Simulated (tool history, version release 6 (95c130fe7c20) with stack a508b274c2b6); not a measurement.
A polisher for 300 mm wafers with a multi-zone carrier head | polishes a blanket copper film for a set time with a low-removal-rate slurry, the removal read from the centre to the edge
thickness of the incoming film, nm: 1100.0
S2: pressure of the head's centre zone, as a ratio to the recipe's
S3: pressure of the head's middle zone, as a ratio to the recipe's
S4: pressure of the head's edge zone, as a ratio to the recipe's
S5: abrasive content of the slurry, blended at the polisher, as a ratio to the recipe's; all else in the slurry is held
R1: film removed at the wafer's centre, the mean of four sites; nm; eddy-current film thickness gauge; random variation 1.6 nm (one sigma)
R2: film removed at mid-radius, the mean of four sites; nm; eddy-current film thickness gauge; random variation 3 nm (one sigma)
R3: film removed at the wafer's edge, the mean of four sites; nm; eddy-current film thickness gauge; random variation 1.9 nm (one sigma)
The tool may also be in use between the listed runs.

{"run": 1, "hour": 0.0, "flow of slurry (ml/min)": 230, "S2": 1.0, "S3": 1.0, "S4": 1.0, "S5": 1.0, "polishing time (s)": 71, "R1": 287.33, "R2": 293.98, "R3": 292.01}
{"run": 2, "hour": 3.1, "flow of slurry (ml/min)": 230, "S2": 1.06, "S3": 1.0, "S4": 1.0, "S5": 1.0, "polishing time (s)": 71, "R1": 297.8, "R2": 297.9, "R3": 287.32}
{"run": 3, "hour": 10.9, "flow of slurry (ml/min)": 230, "S2": 1.06, "S3": 1.0, "S4": 1.03, "S5": 1.0, "polishing time (s)": 71, "R1": 295.74, "R2": 292.21, "R3": 300.04}
{"run": 4, "hour": 13.6, "flow of slurry (ml/min)": 230, "S2": 1.06, "S3": 1.0, "S4": 1.03, "S5": 1.0, "polishing time (s)": 84, "R1": 344.99, "R2": 341.06, "R3": 355.53}
{"run": 5, "hour": 15.3, "flow of slurry (ml/min)": 220, "S2": 1.01, "S3": 0.97, "S4": 1.02, "S5": 0.9, "polishing time (s)": 79, "R1": 304.03, "R2": 312.71, "R3": 313.55}
{"run": 6, "hour": 18.2, "flow of slurry (ml/min)": 180, "S2": 1.01, "S3": 0.97, "S4": 1.02, "S5": 0.9, "polishing time (s)": 79, "R1": 297.83, "R2": 297.19, "R3": 314.98}
{"run": 7, "hour": 23.4, "flow of slurry (ml/min)": 170, "S2": 0.99, "S3": 0.94, "S4": 1.02, "S5": 0.8, "polishing time (s)": 76, "R1": 266.99, "R2": 268.97, "R3": 287.02}
{"run": 8, "hour": 27.2, "flow of slurry (ml/min)": 165, "S2": 0.98, "S3": 0.91, "S4": 1.01, "S5": 0.75, "polishing time (s)": 75, "R1": 255.89, "R2": 250.73, "R3": 274.65}
{"run": 9, "hour": 29.3, "flow of slurry (ml/min)": 160, "S2": 0.95, "S3": 0.89, "S4": 0.99, "S5": 0.7, "polishing time (s)": 74, "R1": 238.5, "R2": 235.25, "R3": 263.66}

The next listed run, before its measurement:
{"run": 10, "hour": 36.3, "flow of slurry (ml/min)": 170, "S2": 0.89, "S3": 0.86, "S4": 0.89, "S5": 0.5, "polishing time (s)": 71, "R1": "?", "R2": "?", "R3": "?"}

Run 10 gave R1 191.11 nm, R2 194.01 nm, R3 208.65 nm.

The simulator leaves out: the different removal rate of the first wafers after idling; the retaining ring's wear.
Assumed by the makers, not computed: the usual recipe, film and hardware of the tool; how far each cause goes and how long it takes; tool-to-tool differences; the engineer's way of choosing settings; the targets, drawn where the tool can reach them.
